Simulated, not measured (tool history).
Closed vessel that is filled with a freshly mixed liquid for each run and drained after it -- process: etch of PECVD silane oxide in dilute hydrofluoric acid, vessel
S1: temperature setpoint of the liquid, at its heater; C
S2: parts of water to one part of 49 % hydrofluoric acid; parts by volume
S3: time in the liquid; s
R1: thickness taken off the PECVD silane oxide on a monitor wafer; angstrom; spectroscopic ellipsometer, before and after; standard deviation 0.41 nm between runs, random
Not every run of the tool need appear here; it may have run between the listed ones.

run,hour,S1,S2,S3,R1
1,0.0,22.0,240,560,615.18
2,3.4,23.5,240,560,646.67
3,6.7,24.5,240,560,664.26
4,8.8,25.5,240,560,694.52
5,11.4,26.0,240,560,709.59
6,14.8,26.5,240,560,718.02
7,23.6,27.0,240,560,734.34
8,25.8,27.5,240,560,744.78
9,27.1,27.5,240,560,745.87
10,32.3,28.0,240,560,759.58
# hour 41.3: thermometer replaced
11,41.3,28.5,240,560,835.40

Estimate the outcome of run 12 from the log above:
12,47.0,28.0,240,560,?

For run 12 the tool returned R1 811.95 angstrom.
